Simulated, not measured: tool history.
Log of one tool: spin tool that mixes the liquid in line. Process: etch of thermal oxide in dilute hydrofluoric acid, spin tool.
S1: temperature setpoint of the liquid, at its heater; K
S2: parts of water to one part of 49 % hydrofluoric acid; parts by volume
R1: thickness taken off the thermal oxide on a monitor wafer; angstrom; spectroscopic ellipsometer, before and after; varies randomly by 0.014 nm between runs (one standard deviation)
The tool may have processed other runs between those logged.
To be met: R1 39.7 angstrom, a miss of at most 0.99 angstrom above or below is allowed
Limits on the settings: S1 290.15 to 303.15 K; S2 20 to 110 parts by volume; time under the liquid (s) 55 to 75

{"run": 1, "hour": 0.0, "S1": 295.15, "S2": 60, "time under the liquid (s)": 75, "R1": 50.81}
{"run": 2, "hour": 0.6, "S1": 294.65, "S2": 60, "time under the liquid (s)": 75, "R1": 49.752}
{"run": 3, "hour": 7.4, "S1": 294.15, "S2": 60, "time under the liquid (s)": 75, "R1": 48.706}
{"run": 4, "hour": 11.4, "S1": 294.15, "S2": 60, "time under the liquid (s)": 55, "R1": 35.909}
{"run": 5, "hour": 19.2, "S1": 294.65, "S2": 60, "time under the liquid (s)": 55, "R1": 36.428}
{"run": 6, "hour": 22.6, "S1": 295.15, "S2": 60, "time under the liquid (s)": 55, "R1": 37.247}
{"run": 7, "hour": 28.9, "S1": 295.65, "S2": 60, "time under the liquid (s)": 55, "R1": 37.759}
{"run": 8, "hour": 32.6, "S1": 295.65, "S2": 55, "time under the liquid (s)": 55, "R1": 41.751}
{"run": 9, "hour": 40.5, "S1": 295.15, "S2": 55, "time under the liquid (s)": 55, "R1": 40.915}

Below are 4 possible settings for the next run. Only one of them brings all results inside the allowed miss of their targets. Which is it?
{"run": "A", "hour": 48.4, "S1": 296.15, "S2": 55, "time under the liquid (s)": 55, "R1": "?"}
{"run": "B", "hour": 48.4, "S1": 294.65, "S2": 65, "time under the liquid (s)": 65, "R1": "?"}
{"run": "C", "hour": 48.4, "S1": 296.65, "S2": 70, "time under the liquid (s)": 70, "R1": "?"}
{"run": "D", "hour": 48.4, "S1": 292.15, "S2": 55, "time under the liquid (s)": 65, "R1": "?"}

move=A R1=42.551
move=B R1=39.49
move=C R1=42.607
move=D R1=42.513
A: its largest miss is bigger than the last run's
B: every result lands within tolerance
C: its largest miss is bigger than the last run's
D: its largest miss is bigger than the last run's
B is the move that brings every result within its allowed miss.
